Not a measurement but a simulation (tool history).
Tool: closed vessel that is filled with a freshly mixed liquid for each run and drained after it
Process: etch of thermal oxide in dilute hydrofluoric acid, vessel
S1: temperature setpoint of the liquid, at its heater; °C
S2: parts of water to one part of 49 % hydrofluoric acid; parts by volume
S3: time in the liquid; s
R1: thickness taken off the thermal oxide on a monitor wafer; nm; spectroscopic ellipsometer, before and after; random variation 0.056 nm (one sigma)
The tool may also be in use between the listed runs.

| run | hour | S1 | S2 | S3 | R1 |
|---|---|---|---|---|---|
| 1 | 0.0 | 25.0 | 150 | 255 | 7.7133 |
| 2 | 4.6 | 25.0 | 115 | 255 | 10.4720 |
| 3 | 5.6 | 25.0 | 115 | 255 | 10.4220 |
| 4 | 9.1 | 26.5 | 115 | 255 | 11.1300 |
|  | 14.0 | hydrofluoric acid flow meter replaced |
| 5 | 14.0 | 26.5 | 115 | 255 | 11.8370 |
| 6 | 17.8 | 28.5 | 115 | 255 | 12.7350 |
| 7 | 22.4 | 29.0 | 115 | 255 | 13.0560 |
| 8 | 27.6 | 29.0 | 115 | 255 | 13.0000 |

The next listed run, before its measurement:
| 9 | 33.7 | 29.0 | 115 | 255 | ? |

R1: 13.0490 nm
